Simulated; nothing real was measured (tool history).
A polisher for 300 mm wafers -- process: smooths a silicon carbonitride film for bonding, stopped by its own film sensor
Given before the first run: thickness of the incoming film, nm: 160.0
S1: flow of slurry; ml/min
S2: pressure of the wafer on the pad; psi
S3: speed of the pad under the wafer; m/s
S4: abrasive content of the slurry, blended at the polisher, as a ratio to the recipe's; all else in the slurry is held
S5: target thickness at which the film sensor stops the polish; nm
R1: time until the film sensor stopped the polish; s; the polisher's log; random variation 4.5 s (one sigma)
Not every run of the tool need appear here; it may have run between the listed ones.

run,hour,S1,S2,S3,S4,S5,R1
1,0.0,230,1.6,0.74,1.0,124,253.40
2,6.0,230,1.6,0.86,1.0,124,226.61
3,14.0,230,1.9,0.86,1.0,124,196.57
4,22.8,230,1.5,0.80,1.0,124,260.64
5,29.4,230,1.5,0.96,1.0,124,222.23
6,34.3,230,1.5,0.96,1.0,124,224.22

What will run 7 give?
7,40.5,230,1.3,0.90,1.0,124,?

{"run 7": {"R1": 268.01}}

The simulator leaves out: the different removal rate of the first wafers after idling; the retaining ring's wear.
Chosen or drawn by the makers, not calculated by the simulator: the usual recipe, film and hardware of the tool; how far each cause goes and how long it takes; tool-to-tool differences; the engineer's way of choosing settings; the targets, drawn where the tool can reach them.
